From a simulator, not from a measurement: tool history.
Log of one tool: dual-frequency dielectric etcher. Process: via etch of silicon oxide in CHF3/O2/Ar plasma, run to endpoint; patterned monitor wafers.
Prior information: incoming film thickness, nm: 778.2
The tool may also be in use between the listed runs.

{"run": 1, "hour": 0.0, "source power (kW)": 0.56, "bias power (kW)": 0.235, "endpoint time (s)": 338.05}
{"run": 2, "hour": 4.2, "source power (kW)": 0.58, "bias power (kW)": 0.238, "endpoint time (s)": 332.08}
{"run": 3, "hour": 11.6, "source power (kW)": 0.6, "bias power (kW)": 0.241, "endpoint time (s)": 326.59}
{"run": 4, "hour": 15.5, "source power (kW)": 0.62, "bias power (kW)": 0.243, "endpoint time (s)": 320.8}
{"run": 5, "hour": 22.3, "source power (kW)": 0.64, "bias power (kW)": 0.245, "endpoint time (s)": 318.51}
{"run": 6, "hour": 23.0, "source power (kW)": 0.64, "bias power (kW)": 0.205, "endpoint time (s)": 348.48}
{"run": 7, "hour": 25.6, "source power (kW)": 0.65, "bias power (kW)": 0.212, "endpoint time (s)": 340.29}
{"run": 8, "hour": 32.8, "source power (kW)": 0.66, "bias power (kW)": 0.218, "endpoint time (s)": 332.07}
{"run": 9, "hour": 39.5, "source power (kW)": 0.67, "bias power (kW)": 0.223, "endpoint time (s)": 328.07}

Run 10 comes next. What will it give?
{"run": 10, "hour": 43.1, "source power (kW)": 0.68, "bias power (kW)": 0.228, "endpoint time (s)": "?"}

endpoint time (s): 322.25

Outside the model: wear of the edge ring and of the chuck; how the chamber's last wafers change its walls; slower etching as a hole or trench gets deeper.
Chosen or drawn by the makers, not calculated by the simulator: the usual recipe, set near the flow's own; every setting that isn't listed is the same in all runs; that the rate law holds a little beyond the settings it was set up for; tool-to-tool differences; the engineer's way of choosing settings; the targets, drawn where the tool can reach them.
